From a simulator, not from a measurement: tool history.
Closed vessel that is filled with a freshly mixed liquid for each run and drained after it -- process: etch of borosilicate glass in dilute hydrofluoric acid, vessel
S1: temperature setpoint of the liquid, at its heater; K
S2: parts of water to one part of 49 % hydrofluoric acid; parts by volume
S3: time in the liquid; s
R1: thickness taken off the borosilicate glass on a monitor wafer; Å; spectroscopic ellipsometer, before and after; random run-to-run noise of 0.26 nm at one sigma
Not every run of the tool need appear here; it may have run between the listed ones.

{"run": 1, "hour": 0.0, "S1": 297.15, "S2": 170, "S3": 65, "R1": 193.6}
{"run": 2, "hour": 5.8, "S1": 299.15, "S2": 170, "S3": 65, "R1": 209.04}
{"run": 3, "hour": 7.3, "S1": 296.65, "S2": 170, "S3": 65, "R1": 189.55}
{"run": 4, "hour": 11.5, "S1": 294.15, "S2": 170, "S3": 65, "R1": 169.7}
{"run": 5, "hour": 18.7, "S1": 297.65, "S2": 170, "S3": 65, "R1": 195.77}
{"run": 6, "hour": 19.8, "S1": 300.15, "S2": 170, "S3": 65, "R1": 217.03}
{"run": 7, "hour": 23.7, "S1": 301.15, "S2": 160, "S3": 65, "R1": 243.23}

For run 8, what comes out?
{"run": 8, "hour": 28.9, "S1": 305.15, "S2": 125, "S3": 65, "R1": "?"}

{"run 8": {"R1": 369.23}}
